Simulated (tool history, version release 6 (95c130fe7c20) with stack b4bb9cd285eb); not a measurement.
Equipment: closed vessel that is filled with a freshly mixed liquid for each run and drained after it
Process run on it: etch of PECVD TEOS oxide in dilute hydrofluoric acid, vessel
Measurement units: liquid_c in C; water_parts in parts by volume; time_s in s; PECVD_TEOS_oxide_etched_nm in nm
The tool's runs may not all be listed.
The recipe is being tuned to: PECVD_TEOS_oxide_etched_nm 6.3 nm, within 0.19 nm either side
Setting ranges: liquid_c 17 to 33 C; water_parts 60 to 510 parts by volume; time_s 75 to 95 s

| run | hour | liquid_c | water_parts | time_s | PECVD_TEOS_oxide_etched_nm |
|---|---|---|---|---|---|
| 1 | 0 | 25 | 285 | 95 | 5.2187 |
| 2 | 5.9 | 25 | 200 | 95 | 8.0951 |
| 3 | 8.1 | 25 | 200 | 95 | 8.1084 |
| 4 | 9.4 | 24 | 200 | 95 | 7.8763 |
| 5 | 10.5 | 24 | 155 | 95 | 10.66 |
| 6 | 18.4 | 24 | 80 | 95 | 22.677 |
| 7 | 20.1 | 20 | 190 | 95 | 7.0269 |
| 8 | 25.3 | 19.5 | 190 | 95 | 7.1318 |
| 9 | 28.4 | 19 | 190 | 95 | 6.8849 |
| 10 | 31.6 | 18.5 | 190 | 95 | 6.7833 |
| 11 | 38.6 | 18 | 190 | 95 | 6.6509 |
| 12 | 44.6 | 17.5 | 190 | 95 | 6.4526 |

Below are 5 possible settings for the next run. Only one of them brings all results inside the allowed miss of their targets. Which is it?
| A | 50.6 | 20 | 195 | 95 | ? |
| B | 50.6 | 20.5 | 165 | 75 | ? |
| C | 50.6 | 19.5 | 170 | 80 | ? |
| D | 50.6 | 17 | 175 | 85 | ? |
| E | 50.6 | 17 | 155 | 80 | ? |

| move | PECVD_TEOS_oxide_etched_nm |
|---|---|
| A | 7.0022 |
| B | 6.8666 |
| C | 6.7998 |
| D | 6.3201 |
| E | 6.845 |
A: misses by more than the last run did
B: misses by more than the last run did
C: misses by more than the last run did
D: all results land within tolerance of their targets
E: misses by more than the last run did
Answer: D
